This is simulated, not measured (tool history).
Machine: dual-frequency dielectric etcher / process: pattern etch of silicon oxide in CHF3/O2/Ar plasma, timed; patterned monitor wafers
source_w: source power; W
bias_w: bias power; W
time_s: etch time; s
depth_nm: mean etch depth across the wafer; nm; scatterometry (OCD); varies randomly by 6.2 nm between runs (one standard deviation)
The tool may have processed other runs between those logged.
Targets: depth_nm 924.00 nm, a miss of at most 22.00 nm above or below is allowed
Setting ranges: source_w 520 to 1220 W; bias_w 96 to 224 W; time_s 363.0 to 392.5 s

run,day,source_w,bias_w,time_s,depth_nm
1,0.000,870,160,392.5,789.04
2,0.058,950,164,392.5,818.34
3,0.362,950,140,392.5,784.78
4,0.604,950,140,392.5,788.64
5,0.800,950,159,392.5,818.53
6,0.846,950,159,363.0,746.50
7,1.167,1010,172,371.0,807.14
8,1.438,1050,180,375.0,841.91
9,1.675,1080,184,377.0,850.59
10,1.946,1100,189,380.0,868.54

Of the 4 settings listed for the next run, only one would bring every result within its allowed miss of target. Which one?
A,2.217,1130,184,371.0,?
B,2.217,1150,171,381.5,?
C,2.217,1120,195,392.5,?
D,2.217,1110,188,363.0,?

move,depth_nm
A,859.21
B,870.18
C,921.97
D,840.84
A: its largest miss is bigger than the last run's
B: roughly where the last run was
C: every result lands within tolerance
D: its largest miss is bigger than the last run's
Correct choice: C, which meets every target
